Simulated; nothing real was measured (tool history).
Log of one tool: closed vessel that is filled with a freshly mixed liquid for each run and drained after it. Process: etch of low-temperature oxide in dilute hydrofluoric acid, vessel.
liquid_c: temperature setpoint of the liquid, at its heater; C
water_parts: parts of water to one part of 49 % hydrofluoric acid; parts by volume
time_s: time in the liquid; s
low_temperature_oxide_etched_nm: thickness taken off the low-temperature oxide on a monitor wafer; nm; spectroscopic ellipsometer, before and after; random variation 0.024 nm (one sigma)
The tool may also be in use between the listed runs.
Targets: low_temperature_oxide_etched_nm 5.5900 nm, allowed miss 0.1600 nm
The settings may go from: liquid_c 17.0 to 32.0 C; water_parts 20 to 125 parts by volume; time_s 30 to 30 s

| run | hour | liquid_c | water_parts | time_s | low_temperature_oxide_etched_nm |
|---|---|---|---|---|---|
| 1 | 0.0 | 24.0 | 70 | 30 | 8.6920 |
| 2 | 5.1 | 22.5 | 70 | 30 | 8.2482 |
| 3 | 11.1 | 22.5 | 70 | 30 | 8.2628 |
| 4 | 19.6 | 22.0 | 70 | 30 | 8.0434 |
| 5 | 20.5 | 21.5 | 70 | 30 | 7.8771 |
| 6 | 27.9 | 24.5 | 70 | 30 | 8.9358 |
| 7 | 32.9 | 23.5 | 70 | 30 | 8.5021 |
| 8 | 34.9 | 19.5 | 80 | 30 | 6.2859 |
| 9 | 40.0 | 19.0 | 80 | 30 | 6.1003 |
| 10 | 43.6 | 18.5 | 80 | 30 | 6.0522 |
| 11 | 48.3 | 17.5 | 80 | 30 | 5.8172 |

4 next moves are on the table. One of them brings every result within its allowed miss. Which?
| A | 53.0 | 21.5 | 100 | 30 | ? |
| B | 53.0 | 19.5 | 90 | 30 | ? |
| C | 53.0 | 18.5 | 80 | 30 | ? |
| D | 53.0 | 17.0 | 75 | 30 | ? |

| move | low_temperature_oxide_etched_nm |
|---|---|
| A | 5.3274 |
| B | 5.5248 |
| C | 6.0339 |
| D | 6.0788 |
A: takes the result that was furthest off past its target
B: meets every target
C: further off than the last run
D: further off than the last run
Answer: B
